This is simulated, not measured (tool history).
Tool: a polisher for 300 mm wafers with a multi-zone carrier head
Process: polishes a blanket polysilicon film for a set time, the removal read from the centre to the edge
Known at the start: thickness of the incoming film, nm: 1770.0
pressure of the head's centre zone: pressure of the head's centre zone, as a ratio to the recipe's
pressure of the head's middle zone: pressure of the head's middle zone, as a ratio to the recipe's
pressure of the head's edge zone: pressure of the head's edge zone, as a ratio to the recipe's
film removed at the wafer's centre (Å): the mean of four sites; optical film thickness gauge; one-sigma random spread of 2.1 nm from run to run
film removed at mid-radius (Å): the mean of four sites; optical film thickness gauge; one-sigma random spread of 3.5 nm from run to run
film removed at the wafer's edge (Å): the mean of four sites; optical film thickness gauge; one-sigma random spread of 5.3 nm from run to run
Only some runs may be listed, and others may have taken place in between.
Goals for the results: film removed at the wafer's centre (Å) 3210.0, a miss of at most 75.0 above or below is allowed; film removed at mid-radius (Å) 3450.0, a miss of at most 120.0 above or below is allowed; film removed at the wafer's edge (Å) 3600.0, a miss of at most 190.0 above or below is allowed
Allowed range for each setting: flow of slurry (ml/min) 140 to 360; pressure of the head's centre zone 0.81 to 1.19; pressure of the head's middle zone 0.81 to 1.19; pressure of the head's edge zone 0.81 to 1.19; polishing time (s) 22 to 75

| run | hour | flow of slurry (ml/min) | pressure of the head's centre zone | pressure of the head's middle zone | pressure of the head's edge zone | polishing time (s) | film removed at the wafer's centre (Å) | film removed at mid-radius (Å) | film removed at the wafer's edge (Å) |
|---|---|---|---|---|---|---|---|---|---|
| 1 | 0.0 | 230 | 1.00 | 1.00 | 1.00 | 48 | 3577.1 | 3518.1 | 3614.8 |
| 2 | 3.6 | 230 | 1.00 | 1.00 | 1.00 | 53 | 3996.5 | 3830.1 | 4071.7 |
| 3 | 9.9 | 225 | 0.98 | 0.99 | 0.98 | 53 | 3827.6 | 3782.7 | 3947.2 |
| 4 | 17.9 | 225 | 0.93 | 0.99 | 0.98 | 53 | 3699.1 | 3822.1 | 4060.8 |
| 5 | 23.0 | 225 | 0.93 | 0.99 | 1.04 | 53 | 3689.3 | 3896.6 | 3971.5 |
| 6 | 29.4 | 225 | 0.93 | 0.99 | 1.04 | 45 | 3135.8 | 3212.2 | 3399.4 |
| 7 | 36.5 | 230 | 0.92 | 0.99 | 1.04 | 45 | 3165.2 | 3260.2 | 3516.7 |
| 8 | 37.2 | 235 | 0.92 | 1.00 | 1.04 | 45 | 3130.0 | 3250.6 | 3470.4 |
| 9 | 41.0 | 240 | 0.92 | 1.01 | 1.04 | 45 | 3113.4 | 3285.6 | 3497.7 |

Of the 4 settings listed for the next run, only one would bring every result within its allowed miss of target. Which one?
| A | 44.8 | 150 | 1.06 | 1.19 | 1.02 | 45 | ? | ? | ? |
| B | 44.8 | 265 | 0.94 | 0.97 | 1.05 | 44 | ? | ? | ? |
| C | 44.8 | 230 | 0.94 | 1.05 | 1.12 | 45 | ? | ? | ? |
| D | 44.8 | 170 | 0.88 | 0.98 | 1.06 | 48 | ? | ? | ? |

| move | film removed at the wafer's centre (Å) | film removed at mid-radius (Å) | film removed at the wafer's edge (Å) |
|---|---|---|---|
| A | 3301.0 | 3567.5 | 3233.9 |
| B | 3157.2 | 3171.2 | 3409.8 |
| C | 3173.8 | 3412.3 | 3554.9 |
| D | 3045.6 | 3294.0 | 3578.9 |
A: meets the target for the result that was furthest off, but another lies outside its allowed miss
B: moves away from the targets compared with the last run
C: every result lands within tolerance
D: moves away from the targets compared with the last run
Answer: C
